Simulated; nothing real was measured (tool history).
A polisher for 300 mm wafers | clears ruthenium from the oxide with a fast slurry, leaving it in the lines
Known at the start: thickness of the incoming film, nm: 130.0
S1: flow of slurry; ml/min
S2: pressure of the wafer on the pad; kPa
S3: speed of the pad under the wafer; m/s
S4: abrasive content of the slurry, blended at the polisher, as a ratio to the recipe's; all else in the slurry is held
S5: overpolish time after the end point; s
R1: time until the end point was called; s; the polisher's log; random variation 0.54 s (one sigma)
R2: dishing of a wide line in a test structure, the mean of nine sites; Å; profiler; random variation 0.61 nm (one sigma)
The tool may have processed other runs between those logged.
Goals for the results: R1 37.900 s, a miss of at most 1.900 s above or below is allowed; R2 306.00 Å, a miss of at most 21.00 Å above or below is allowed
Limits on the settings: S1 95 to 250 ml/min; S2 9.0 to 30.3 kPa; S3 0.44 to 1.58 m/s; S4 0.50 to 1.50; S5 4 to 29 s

| run | day | S1 | S2 | S3 | S4 | S5 | R1 | R2 |
|---|---|---|---|---|---|---|---|---|
| 1 | 0.000 | 160 | 19.3 | 1.00 | 1.00 | 15 | 23.330 | 581.52 |
| 2 | 0.154 | 160 | 19.3 | 1.26 | 1.00 | 15 | 18.544 | 689.91 |
| 3 | 0.404 | 160 | 19.3 | 1.26 | 1.00 | 10 | 18.607 | 479.28 |
| 4 | 0.612 | 160 | 17.2 | 1.22 | 1.00 | 10 | 21.105 | 432.02 |
| 5 | 0.971 | 160 | 17.2 | 1.34 | 1.00 | 10 | 19.472 | 477.94 |
| 6 | 1.154 | 160 | 17.2 | 1.34 | 0.85 | 10 | 20.068 | 457.79 |
| 7 | 1.362 | 160 | 15.2 | 1.30 | 0.85 | 10 | 23.697 | 383.02 |
| 8 | 1.696 | 160 | 13.8 | 1.28 | 0.85 | 11 | 25.915 | 392.08 |
| 9 | 1.996 | 160 | 13.1 | 1.26 | 0.85 | 11 | 28.520 | 368.10 |
| 10 | 2.308 | 160 | 12.4 | 1.26 | 0.85 | 11 | 30.237 | 352.31 |
| 11 | 2.500 | 160 | 11.7 | 1.26 | 0.85 | 11 | 32.364 | 334.41 |
| 12 | 2.662 | 160 | 11.0 | 1.26 | 0.85 | 11 | 33.941 | 319.50 |
| 13 | 3.008 | 150 | 9.0 | 1.26 | 0.85 | 12 | 40.003 | 287.54 |

Consider the 5 candidate settings below. Which is the only one whose results all fall within their allowed miss of target?
| A | 3.354 | 140 | 10.3 | 1.14 | 1.00 | 12 | ? | ? |
| B | 3.354 | 110 | 10.3 | 1.32 | 1.00 | 11 | ? | ? |
| C | 3.354 | 135 | 9.7 | 1.16 | 0.90 | 12 | ? | ? |
| D | 3.354 | 145 | 9.0 | 1.20 | 0.90 | 14 | ? | ? |
| E | 3.354 | 150 | 9.0 | 1.18 | 0.85 | 14 | ? | ? |

| move | R1 | R2 |
|---|---|---|
| A | 37.738 | 294.44 |
| B | 34.575 | 294.58 |
| C | 41.298 | 270.73 |
| D | 42.226 | 306.07 |
| E | 43.458 | 298.02 |
A: each result inside its tolerance
B: carries the result that was furthest off beyond its target, to the other side
C: moves away from the targets compared with the last run
D: moves away from the targets compared with the last run
E: moves away from the targets compared with the last run
Answer: A
